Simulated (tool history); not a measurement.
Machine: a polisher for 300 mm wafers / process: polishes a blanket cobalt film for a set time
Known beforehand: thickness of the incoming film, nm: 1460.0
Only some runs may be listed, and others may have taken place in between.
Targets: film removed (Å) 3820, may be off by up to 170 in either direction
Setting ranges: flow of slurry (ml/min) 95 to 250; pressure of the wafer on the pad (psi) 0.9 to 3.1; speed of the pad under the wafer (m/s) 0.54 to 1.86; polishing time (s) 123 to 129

run,day,flow of slurry (ml/min),pressure of the wafer on the pad (psi),speed of the pad under the wafer (m/s),polishing time (s),film removed (Å)
1,0,160,2,1.18,123,6715.9
2,0.167,190,2,1.18,123,6663.4
3,0.471,190,2.4,1.18,123,7884.9
4,0.538,190,2.2,1.16,123,7369.2
5,0.688,190,2.2,1.16,123,7142.6
6,0.75,190,2.1,1.14,123,6854.5
7,0.779,190,2,1.12,123,6553.2
8,0.921,190,1.9,1.1,123,5958.9
9,1.2,190,1.8,1.1,123,5639
10,1.375,190,1.7,1.1,123,5509.7
11,1.583,190,1.7,1.1,123,5455.2
12,1.817,190,1.6,1.1,123,5125.6
13,1.883,190,1.5,1.1,123,4732.6
14,1.921,190,1.3,1.1,123,4247.3

Pick the move, out of 4, that brings all results within their allowed miss; only one does.
A,1.958,190,1.1,1.34,123,?
B,1.958,175,1.2,1.08,125,?
C,1.958,195,1,1.1,123,?
D,1.958,195,1.2,1.2,123,?

move,film removed (Å)
A,4429.2
B,3911.6
C,3380.1
D,4321.6
A: moves away from the targets compared with the last run
B: meets every target
C: the result that was furthest off in the last run now lies on the other side of its target
D: moves away from the targets compared with the last run
B meets every target.
